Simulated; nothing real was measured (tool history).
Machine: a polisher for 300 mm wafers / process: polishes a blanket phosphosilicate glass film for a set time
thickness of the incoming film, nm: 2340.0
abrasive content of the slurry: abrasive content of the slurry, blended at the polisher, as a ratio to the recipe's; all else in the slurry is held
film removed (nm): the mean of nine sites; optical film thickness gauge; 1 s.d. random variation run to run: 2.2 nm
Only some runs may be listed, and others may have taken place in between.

run	day	flow of slurry (ml/min)	pressure of the wafer on the pad (kPa)	speed of the pad under the wafer (m/s)	abrasive content of the slurry	polishing time (s)	film removed (nm)
1	0.000	245	24.8	0.90	1.0	46	470.66
2	0.212	240	20.0	0.90	1.0	46	378.44
3	0.304	235	17.2	0.90	1.0	46	332.43
4	0.529	235	17.2	0.90	1.0	46	329.74
5	0.754	230	15.9	0.90	1.0	46	302.15
6	0.933	230	21.4	0.90	1.0	46	406.13
7	1.042	230	18.6	0.90	1.0	46	355.96
8	1.392	230	16.5	0.90	1.0	46	317.46
9	1.608	230	15.2	0.90	1.0	46	289.70
10	1.671	230	14.5	0.90	1.0	46	278.97

What will run 11 give?
11	1.958	230	14.5	0.90	1.0	46	?

Logged for run 11: film removed (nm) 276.85.
